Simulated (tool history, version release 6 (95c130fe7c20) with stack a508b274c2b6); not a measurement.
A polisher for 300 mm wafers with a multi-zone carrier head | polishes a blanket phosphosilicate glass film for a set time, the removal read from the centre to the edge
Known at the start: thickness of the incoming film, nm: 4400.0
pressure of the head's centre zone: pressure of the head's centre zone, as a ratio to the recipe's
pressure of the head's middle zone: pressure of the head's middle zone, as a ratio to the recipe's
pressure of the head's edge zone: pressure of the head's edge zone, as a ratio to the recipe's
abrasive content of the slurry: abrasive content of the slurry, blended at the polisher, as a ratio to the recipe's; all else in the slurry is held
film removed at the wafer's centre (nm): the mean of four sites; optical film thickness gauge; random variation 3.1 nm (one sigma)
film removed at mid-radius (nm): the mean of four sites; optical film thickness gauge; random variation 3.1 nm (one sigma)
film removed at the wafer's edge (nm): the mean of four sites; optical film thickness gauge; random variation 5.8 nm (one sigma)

run  hour  flow of slurry (ml/min)  pressure of the head's centre zone  pressure of the head's middle zone  pressure of the head's edge zone  abrasive content of the slurry  polishing time (s)  film removed at the wafer's centre (nm)  film removed at mid-radius (nm)  film removed at the wafer's edge (nm)
  1   0.0                      170                                1.00                                1.00                              1.00                            1.00                  58                                   326.70                           346.17                                 338.64
  2   2.3                      170                                1.03                                1.00                              1.00                            1.00                  58                                   337.13                           348.65                                 346.25
  3   9.0                      185                                1.03                                1.00                              1.00                            1.00                  58                                   338.22                           353.28                                 347.42
  4  13.7                      195                                1.06                                1.04                              1.04                            1.10                  58                                   378.83                           393.32                                 382.87
  5  21.5                      195                                1.06                                1.04                              1.09                            1.10                  58                                   376.88                           386.94                                 383.48
  6  28.3                      155                                1.06                                1.04                              1.09                            1.10                  58                                   361.18                           376.05                                 368.92
  7  34.0                      175                                1.07                                1.07                              1.12                            1.15                  58                                   383.31                           395.93                                 397.69
  8  38.5                      190                                1.08                                1.10                              1.11                            1.20                  58                                   402.70                           426.76                                 407.66
  9  47.1                      205                                1.08                                1.12                              1.13                            1.20                  58                                   406.40                           442.04                                 406.63

Run 10 comes next. What will it give?
 10  51.1                      210                                1.08                                1.12                              1.14                            1.25                  58                                        ?                                ?                                      ?

{"run 10": {"film removed at the wafer's centre (nm)": 411.77, "film removed at mid-radius (nm)": 449.01, "film removed at the wafer's edge (nm)": 421.55}}

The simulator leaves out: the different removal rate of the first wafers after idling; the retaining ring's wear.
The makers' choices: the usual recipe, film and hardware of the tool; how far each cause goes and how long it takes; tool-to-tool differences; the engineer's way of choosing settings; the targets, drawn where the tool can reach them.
